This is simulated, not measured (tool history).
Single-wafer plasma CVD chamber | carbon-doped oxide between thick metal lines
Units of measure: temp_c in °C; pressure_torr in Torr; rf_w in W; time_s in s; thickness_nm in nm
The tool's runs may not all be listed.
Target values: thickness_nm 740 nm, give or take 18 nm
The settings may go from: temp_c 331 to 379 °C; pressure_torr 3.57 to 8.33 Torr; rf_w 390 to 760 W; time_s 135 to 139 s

run	hour	temp_c	pressure_torr	rf_w	time_s	thickness_nm
1	0	355	5.95	575	135	817.13
2	8.9	355	5.95	615	135	843.5
3	17.1	365	5.95	615	135	827.73
4	25.8	365	5.95	615	135	829.31
5	34.6	365	5.95	575	135	795.65
6	35.8	360	5.95	575	135	803.26
7	43.5	361	5.82	560	135	791.22
8	50.9	362	5.74	545	135	774.49
9	54	363	5.65	540	135	769.19

Of the 5 settings listed for the next run, only one would bring every result within its allowed miss of target. Which one?
A	57.1	365	6.14	570	138	?
B	57.1	364	5.73	515	135	?
C	57.1	359	5.31	560	139	?
D	57.1	353	5.05	550	139	?
E	57.1	367	5.43	530	139	?

move	thickness_nm
A	809.56
B	743.98
C	800.56
D	796.74
E	766.65
A: the biggest miss grows against the last run
B: each result inside its tolerance
C: the biggest miss grows against the last run
D: the biggest miss grows against the last run
E: closer than the last run, but not yet in spec
B meets every target.
